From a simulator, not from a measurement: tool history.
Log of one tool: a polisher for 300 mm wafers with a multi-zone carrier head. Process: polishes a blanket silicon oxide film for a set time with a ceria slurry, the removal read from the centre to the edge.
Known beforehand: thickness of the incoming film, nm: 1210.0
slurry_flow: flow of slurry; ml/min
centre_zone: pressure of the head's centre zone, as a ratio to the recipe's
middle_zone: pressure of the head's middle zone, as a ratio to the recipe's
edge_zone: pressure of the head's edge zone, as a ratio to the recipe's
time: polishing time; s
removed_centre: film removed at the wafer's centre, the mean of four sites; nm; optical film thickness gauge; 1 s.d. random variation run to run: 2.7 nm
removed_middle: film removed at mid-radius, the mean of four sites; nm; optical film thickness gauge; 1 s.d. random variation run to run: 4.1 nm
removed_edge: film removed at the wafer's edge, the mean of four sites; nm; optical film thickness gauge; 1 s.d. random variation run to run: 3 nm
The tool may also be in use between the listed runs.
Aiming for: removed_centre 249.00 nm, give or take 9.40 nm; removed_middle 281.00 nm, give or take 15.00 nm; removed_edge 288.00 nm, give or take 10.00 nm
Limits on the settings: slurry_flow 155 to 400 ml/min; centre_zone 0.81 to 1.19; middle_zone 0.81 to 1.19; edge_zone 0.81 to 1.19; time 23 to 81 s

run  hour  slurry_flow  centre_zone  middle_zone  edge_zone  time  removed_centre  removed_middle  removed_edge
  1   0.0          255         1.00         1.00       1.00    52          238.37          236.21        230.53
  2   4.5          260         0.98         1.01       1.04    54          238.35          239.19        239.71
  3  10.0          260         0.96         1.02       1.06    56          243.65          249.52        248.71
  4  18.7          260         0.96         0.94       1.06    56          246.77          237.17        251.49
  5  25.0          260         0.94         0.96       1.07    58          240.93          249.26        264.11
  6  30.2          260         0.94         0.89       1.07    58          247.63          239.54        264.83
  7  38.3          265         0.93         0.91       1.07    59          252.56          249.42        271.03
  8  44.4          270         0.92         0.93       1.07    60          250.56          256.17        271.81

Consider the 4 candidate settings below. Which is the only one whose results all fall within their allowed miss of target?
  A  50.5          320         0.82         1.02       1.04    69               ?               ?             ?
  B  50.5          290         0.86         0.97       1.07    63               ?               ?             ?
  C  50.5          210         0.88         1.00       0.85    65               ?               ?             ?
  D  50.5          305         0.84         1.01       0.97    71               ?               ?             ?

move  removed_centre  removed_middle  removed_edge
   A          258.81          316.56        316.40
   B          245.11          274.84        290.54
   C          246.91          278.39        262.84
   D          271.41          321.63        314.60
A: the result that was furthest off in the last run now lies on the other side of its target
B: every result lands within tolerance
C: the furthest-off result lands on target, but another misses its tolerance
D: the result that was furthest off in the last run now lies on the other side of its target
Move B is the one to make.
